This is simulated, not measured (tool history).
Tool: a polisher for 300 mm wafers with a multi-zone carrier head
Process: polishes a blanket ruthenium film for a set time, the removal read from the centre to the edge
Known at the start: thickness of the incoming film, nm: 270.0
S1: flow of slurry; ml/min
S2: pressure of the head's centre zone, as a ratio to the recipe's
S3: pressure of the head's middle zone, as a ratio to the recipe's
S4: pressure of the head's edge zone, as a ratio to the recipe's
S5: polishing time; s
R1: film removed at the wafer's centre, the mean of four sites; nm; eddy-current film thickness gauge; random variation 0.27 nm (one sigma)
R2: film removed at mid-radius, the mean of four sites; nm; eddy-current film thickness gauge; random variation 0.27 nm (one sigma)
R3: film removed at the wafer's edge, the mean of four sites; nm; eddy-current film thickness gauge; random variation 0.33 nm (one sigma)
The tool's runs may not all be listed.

Run 1, hour 0.0: S1 305 ml/min, S2 1.00, S3 1.00, S4 1.00, S5 43 s. Result: R1 29.556 nm, R2 30.102 nm, R3 31.561 nm.
Run 2, hour 5.5: S1 305 ml/min, S2 1.00, S3 1.00, S4 1.00, S5 48 s. Result: R1 32.790 nm, R2 33.568 nm, R3 35.323 nm.
Run 3, hour 6.2: S1 305 ml/min, S2 1.00, S3 1.00, S4 0.93, S5 48 s. Result: R1 33.086 nm, R2 33.558 nm, R3 34.021 nm.
Run 4, hour 11.4: S1 305 ml/min, S2 0.97, S3 1.00, S4 0.93, S5 48 s. Result: R1 32.344 nm, R2 33.688 nm, R3 34.211 nm.
Run 5, hour 13.1: S1 305 ml/min, S2 0.97, S3 1.00, S4 0.93, S5 43 s. Result: R1 29.145 nm, R2 30.437 nm, R3 30.279 nm.
At hour 21.8: edge zone pressure recalibrated.
Run 6, hour 21.8: S1 325 ml/min, S2 1.00, S3 1.06, S4 0.98, S5 46 s. Result: R1 31.702 nm, R2 33.921 nm, R3 32.308 nm.
Run 7, hour 25.7: S1 320 ml/min, S2 1.01, S3 1.08, S4 1.02, S5 49 s. Result: R1 33.598 nm, R2 36.906 nm, R3 35.756 nm.

Forecast run 8:
Run 8, hour 26.7: S1 390 ml/min, S2 1.11, S3 1.18, S4 1.12, S5 51 s. Result: R1 ?, R2 ?, R3 ?.

R1: 39.062 nm
R2: 41.848 nm
R3: 38.218 nm
